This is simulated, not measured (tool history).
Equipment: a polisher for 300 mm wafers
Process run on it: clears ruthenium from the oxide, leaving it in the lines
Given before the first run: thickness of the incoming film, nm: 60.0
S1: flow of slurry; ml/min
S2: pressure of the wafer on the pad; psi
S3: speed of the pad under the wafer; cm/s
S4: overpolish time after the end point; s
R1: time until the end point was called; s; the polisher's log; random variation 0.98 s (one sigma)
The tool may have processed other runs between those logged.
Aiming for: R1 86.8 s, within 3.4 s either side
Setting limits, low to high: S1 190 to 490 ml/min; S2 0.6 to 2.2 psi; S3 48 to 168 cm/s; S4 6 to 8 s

| run | day | S1 | S2 | S3 | S4 | R1 |
|---|---|---|---|---|---|---|
| 1 | 0 | 315 | 1.4 | 108 | 8 | 57.751 |
| 2 | 0.262 | 315 | 1.4 | 108 | 8 | 58.399 |
| 3 | 0.379 | 375 | 1.4 | 108 | 8 | 58.352 |
| 4 | 0.542 | 375 | 1.4 | 118 | 8 | 52.309 |
| 5 | 0.679 | 440 | 1.4 | 118 | 8 | 52.353 |
| 6 | 0.975 | 440 | 1.2 | 118 | 8 | 60.294 |
| 7 | 1.204 | 440 | 1.1 | 118 | 8 | 64.822 |
| 8 | 1.508 | 440 | 1 | 118 | 8 | 71.471 |
| 9 | 1.708 | 440 | 0.7 | 118 | 8 | 103.01 |
| 10 | 1.762 | 445 | 0.7 | 118 | 8 | 101.21 |
| 11 | 2.058 | 450 | 0.7 | 118 | 8 | 102.63 |

Exercise: of the 5 proposed moves below, exactly one satisfies all targets within the stated allowed misses. Which move is it?
| A | 2.354 | 435 | 0.7 | 98 | 8 | ? |
| B | 2.354 | 400 | 0.7 | 128 | 8 | ? |
| C | 2.354 | 460 | 0.9 | 108 | 8 | ? |
| D | 2.354 | 380 | 0.9 | 124 | 6 | ? |
| E | 2.354 | 460 | 1 | 104 | 8 | ? |

| move | R1 |
|---|---|
| A | 118.1 |
| B | 92.509 |
| C | 84.769 |
| D | 75.453 |
| E | 79.411 |
A: the biggest miss grows against the last run
B: better than the last run, though not everything is in spec
C: every result within its allowed miss
D: takes the result that was furthest off past its target
E: takes the result that was furthest off past its target
So the answer is move C, the one that meets all the targets.
